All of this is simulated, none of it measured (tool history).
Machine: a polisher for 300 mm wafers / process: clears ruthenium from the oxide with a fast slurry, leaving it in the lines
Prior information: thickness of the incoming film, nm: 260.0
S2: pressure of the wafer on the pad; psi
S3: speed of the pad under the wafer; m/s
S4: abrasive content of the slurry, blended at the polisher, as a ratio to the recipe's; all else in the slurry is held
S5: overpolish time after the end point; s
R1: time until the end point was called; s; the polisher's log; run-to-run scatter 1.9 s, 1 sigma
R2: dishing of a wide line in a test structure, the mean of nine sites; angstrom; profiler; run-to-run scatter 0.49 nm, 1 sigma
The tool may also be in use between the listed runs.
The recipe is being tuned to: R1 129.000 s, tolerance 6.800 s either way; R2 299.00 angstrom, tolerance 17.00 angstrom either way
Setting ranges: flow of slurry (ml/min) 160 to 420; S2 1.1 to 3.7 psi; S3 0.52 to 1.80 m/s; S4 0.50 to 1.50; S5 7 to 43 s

{"run": 1, "hour": 0.0, "flow of slurry (ml/min)": 270, "S2": 2.4, "S3": 1.16, "S4": 1.0, "S5": 22, "R1": 71.286, "R2": 414.37}
{"run": 2, "hour": 4.1, "flow of slurry (ml/min)": 270, "S2": 2.4, "S3": 1.16, "S4": 1.0, "S5": 27, "R1": 71.882, "R2": 445.68}
{"run": 3, "hour": 9.8, "flow of slurry (ml/min)": 270, "S2": 2.4, "S3": 1.04, "S4": 1.0, "S5": 27, "R1": 78.632, "R2": 420.56}
{"run": 4, "hour": 18.5, "flow of slurry (ml/min)": 270, "S2": 2.4, "S3": 1.04, "S4": 1.0, "S5": 34, "R1": 81.122, "R2": 464.36}
{"run": 5, "hour": 19.0, "flow of slurry (ml/min)": 270, "S2": 1.9, "S3": 1.04, "S4": 1.0, "S5": 34, "R1": 95.652, "R2": 437.98}
{"run": 6, "hour": 27.5, "flow of slurry (ml/min)": 270, "S2": 1.9, "S3": 1.04, "S4": 1.0, "S5": 38, "R1": 93.978, "R2": 473.78}
{"run": 7, "hour": 34.2, "flow of slurry (ml/min)": 270, "S2": 1.8, "S3": 0.98, "S4": 1.0, "S5": 34, "R1": 101.66, "R2": 428.94}
{"run": 8, "hour": 42.9, "flow of slurry (ml/min)": 270, "S2": 1.7, "S3": 0.94, "S4": 1.0, "S5": 30, "R1": 111.15, "R2": 372.85}
{"run": 9, "hour": 48.2, "flow of slurry (ml/min)": 270, "S2": 1.6, "S3": 0.92, "S4": 1.0, "S5": 28, "R1": 119.34, "R2": 357.94}
{"run": 10, "hour": 54.3, "flow of slurry (ml/min)": 270, "S2": 1.6, "S3": 0.92, "S4": 1.0, "S5": 26, "R1": 118.49, "R2": 329.59}
{"run": 11, "hour": 55.8, "flow of slurry (ml/min)": 270, "S2": 1.6, "S3": 0.92, "S4": 1.0, "S5": 26, "R1": 116.48, "R2": 331.3}

Exercise: of the 5 proposed moves below, exactly one satisfies all targets within the stated allowed misses. Which move is it?
{"run": "A", "hour": 57.3, "flow of slurry (ml/min)": 285, "S2": 1.4, "S3": 1.18, "S4": 0.95, "S5": 34, "R1": "?", "R2": "?"}
{"run": "B", "hour": 57.3, "flow of slurry (ml/min)": 270, "S2": 1.7, "S3": 0.94, "S4": 1.2, "S5": 26, "R1": "?", "R2": "?"}
{"run": "C", "hour": 57.3, "flow of slurry (ml/min)": 210, "S2": 1.6, "S3": 1.1, "S4": 0.7, "S5": 25, "R1": "?", "R2": "?"}
{"run": "D", "hour": 57.3, "flow of slurry (ml/min)": 255, "S2": 1.6, "S3": 1.0, "S4": 0.85, "S5": 33, "R1": "?", "R2": "?"}
{"run": "E", "hour": 57.3, "flow of slurry (ml/min)": 350, "S2": 1.4, "S3": 1.06, "S4": 0.95, "S5": 21, "R1": "?", "R2": "?"}

move=A R1=104.570 R2=435.64
move=B R1=102.520 R2=377.66
move=C R1=130.060 R2=314.70
move=D R1=121.930 R2=392.84
move=E R1=113.890 R2=305.63
A: the biggest miss grows against the last run
B: the biggest miss grows against the last run
C: hits every target within its allowed miss
D: the biggest miss grows against the last run
E: gets the furthest-off result to its target, but another result is out of tolerance
Answer: C
